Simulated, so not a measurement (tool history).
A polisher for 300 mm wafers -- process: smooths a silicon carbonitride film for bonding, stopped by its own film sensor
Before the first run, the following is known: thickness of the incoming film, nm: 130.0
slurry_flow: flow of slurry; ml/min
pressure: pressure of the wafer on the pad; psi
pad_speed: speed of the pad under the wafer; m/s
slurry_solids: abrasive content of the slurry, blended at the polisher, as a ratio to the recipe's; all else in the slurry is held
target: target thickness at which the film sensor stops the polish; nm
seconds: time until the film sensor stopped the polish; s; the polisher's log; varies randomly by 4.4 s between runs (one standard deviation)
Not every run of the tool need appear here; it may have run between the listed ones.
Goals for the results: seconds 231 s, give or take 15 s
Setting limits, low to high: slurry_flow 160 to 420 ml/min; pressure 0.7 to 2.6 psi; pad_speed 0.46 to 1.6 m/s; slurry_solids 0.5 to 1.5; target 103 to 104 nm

run,hour,slurry_flow,pressure,pad_speed,slurry_solids,target,seconds
1,0,270,1.6,1.02,1,104,126.91
2,8.7,270,1.4,1,1,104,151.39
3,17.6,335,1.4,1,1,104,143.33
4,26,335,1.3,0.98,1,104,157.26
5,29,335,1.2,0.98,1,104,174.12
6,35,300,1.2,0.98,1,104,171.99
7,37.9,300,1.1,0.98,1,104,187.59
8,39.4,300,1,0.98,1,104,209.48
9,43.4,300,1,0.98,1,104,203.56

4 next moves are on the table. One of them brings every result within its allowed miss. Which?
A,47.4,355,1,1.14,1.1,104,?
B,47.4,260,1.6,0.76,0.8,104,?
C,47.4,305,1,1.16,1.15,104,?
D,47.4,265,1,0.98,0.9,103,?

move,seconds
A,173.24
B,179.72
C,170.13
D,226.81
A: its largest miss is bigger than the last run's
B: its largest miss is bigger than the last run's
C: its largest miss is bigger than the last run's
D: each result inside its tolerance
Go with D: it meets all targets.
